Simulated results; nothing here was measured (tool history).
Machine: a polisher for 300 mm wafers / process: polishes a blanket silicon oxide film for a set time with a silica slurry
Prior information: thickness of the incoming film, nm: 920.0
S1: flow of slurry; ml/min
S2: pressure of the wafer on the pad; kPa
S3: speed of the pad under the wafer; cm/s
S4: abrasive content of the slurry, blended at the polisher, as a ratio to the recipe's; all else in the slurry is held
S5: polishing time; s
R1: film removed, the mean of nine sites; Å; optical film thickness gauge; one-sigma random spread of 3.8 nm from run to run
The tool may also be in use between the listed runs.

run,hour,S1,S2,S3,S4,S5,R1
1,0,205,34.5,118,1,55,2625
2,7.6,205,36.5,118,1,55,2731.2
3,12.5,205,37.9,118,1,55,2859.3
4,18.3,205,37.9,118,0.8,55,2620.5
5,24,205,40,118,0.8,55,2713.5
6,29.8,205,31.7,118,0.8,55,2266.3
7,36.9,205,35.9,120,0.8,55,2503.3

The next listed run, before its measurement:
8,41.9,205,38.6,120,0.8,55,?

{"run 8": {"R1": 2675.5}}
